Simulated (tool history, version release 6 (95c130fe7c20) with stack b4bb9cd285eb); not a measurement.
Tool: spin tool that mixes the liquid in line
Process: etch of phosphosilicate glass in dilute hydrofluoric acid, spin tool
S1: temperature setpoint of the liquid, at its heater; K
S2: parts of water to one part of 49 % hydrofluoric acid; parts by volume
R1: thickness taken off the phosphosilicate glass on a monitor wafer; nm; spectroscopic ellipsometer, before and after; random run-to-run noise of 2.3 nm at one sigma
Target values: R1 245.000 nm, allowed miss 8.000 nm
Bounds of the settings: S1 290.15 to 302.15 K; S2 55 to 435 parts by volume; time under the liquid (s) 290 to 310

run 1 day=0.000 | S1=294.15 S2=245 time_under_the_liquid_(s)=290 | R1=75.790
run 2 day=0.029 | S1=294.15 S2=295 time_under_the_liquid_(s)=290 | R1=60.828
run 3 day=0.233 | S1=294.15 S2=220 time_under_the_liquid_(s)=290 | R1=86.829
run 4 day=0.421 | S1=296.15 S2=180 time_under_the_liquid_(s)=290 | R1=117.970
run 5 day=0.500 | S1=297.65 S2=155 time_under_the_liquid_(s)=290 | R1=150.170
run 6 day=0.796 | S1=297.65 S2=155 time_under_the_liquid_(s)=290 | R1=151.050
run 7 day=0.867 | S1=298.65 S2=145 time_under_the_liquid_(s)=290 | R1=167.910
run 8 day=1.121 | S1=299.65 S2=135 time_under_the_liquid_(s)=290 | R1=188.720
run 9 day=1.454 | S1=300.15 S2=130 time_under_the_liquid_(s)=290 | R1=205.990
run 10 day=1.683 | S1=302.15 S2=110 time_under_the_liquid_(s)=290 | R1=268.390
run 11 day=2.042 | S1=301.65 S2=110 time_under_the_liquid_(s)=290 | R1=257.740
run 12 day=2.079 | S1=301.15 S2=110 time_under_the_liquid_(s)=290 | R1=256.240

Next run, 4 choices. One meets every target within its allowed miss, the rest don't. Which?
run A day=2.117 | S1=300.15 S2=105 time_under_the_liquid_(s)=300 | R1=?
run B day=2.117 | S1=296.15 S2=95 time_under_the_liquid_(s)=310 | R1=?
run C day=2.117 | S1=302.15 S2=120 time_under_the_liquid_(s)=300 | R1=?
run D day=2.117 | S1=298.65 S2=105 time_under_the_liquid_(s)=310 | R1=?

move=A R1=263.970
move=B R1=260.930
move=C R1=244.220
move=D R1=257.400
A: misses by more than the last run did
B: misses by more than the last run did
C: in spec on every target
D: misses by more than the last run did
The right move is C.
